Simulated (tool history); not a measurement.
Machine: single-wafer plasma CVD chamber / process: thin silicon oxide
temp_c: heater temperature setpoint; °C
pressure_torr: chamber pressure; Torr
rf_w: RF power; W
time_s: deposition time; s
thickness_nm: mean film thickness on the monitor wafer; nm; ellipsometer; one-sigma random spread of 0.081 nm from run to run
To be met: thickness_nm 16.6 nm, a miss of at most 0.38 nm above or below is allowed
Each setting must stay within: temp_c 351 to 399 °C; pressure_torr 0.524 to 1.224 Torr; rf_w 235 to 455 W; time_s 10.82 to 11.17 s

run 1 hour=0 | temp_c=375 pressure_torr=0.874 rf_w=345 time_s=10.82 | thickness_nm=26.493
run 2 hour=0.6 | temp_c=375 pressure_torr=0.874 rf_w=310 time_s=10.82 | thickness_nm=24.724
run 3 hour=1.5 | temp_c=375 pressure_torr=0.874 rf_w=280 time_s=10.82 | thickness_nm=23.337
run 4 hour=3 | temp_c=375 pressure_torr=0.808 rf_w=280 time_s=10.82 | thickness_nm=21.99
run 5 hour=11.8 | temp_c=366 pressure_torr=0.808 rf_w=280 time_s=10.82 | thickness_nm=22.138
run 6 hour=18.3 | temp_c=366 pressure_torr=0.808 rf_w=280 time_s=11.17 | thickness_nm=22.89
run 7 hour=20.6 | temp_c=366 pressure_torr=0.808 rf_w=280 time_s=11.17 | thickness_nm=22.764
run 8 hour=24 | temp_c=366 pressure_torr=0.753 rf_w=275 time_s=11.16 | thickness_nm=21.241
run 9 hour=26.8 | temp_c=366 pressure_torr=0.709 rf_w=275 time_s=11.16 | thickness_nm=20.354
run 10 hour=30.9 | temp_c=366 pressure_torr=0.673 rf_w=275 time_s=11.16 | thickness_nm=19.443

Pick the move, out of 4, that brings all results within their allowed miss; only one does.
run A hour=35 | temp_c=368 pressure_torr=0.622 rf_w=240 time_s=10.82 | thickness_nm=?
run B hour=35 | temp_c=364 pressure_torr=0.762 rf_w=285 time_s=11.17 | thickness_nm=?
run C hour=35 | temp_c=360 pressure_torr=0.666 rf_w=235 time_s=10.85 | thickness_nm=?
run D hour=35 | temp_c=364 pressure_torr=0.611 rf_w=240 time_s=10.82 | thickness_nm=?

move=A thickness_nm=15.865
move=B thickness_nm=21.986
move=C thickness_nm=16.686
move=D thickness_nm=15.655
A: pushes the last run's worst result past its target
B: moves away from the targets compared with the last run
C: every result within its allowed miss
D: pushes the last run's worst result past its target
C meets every target.

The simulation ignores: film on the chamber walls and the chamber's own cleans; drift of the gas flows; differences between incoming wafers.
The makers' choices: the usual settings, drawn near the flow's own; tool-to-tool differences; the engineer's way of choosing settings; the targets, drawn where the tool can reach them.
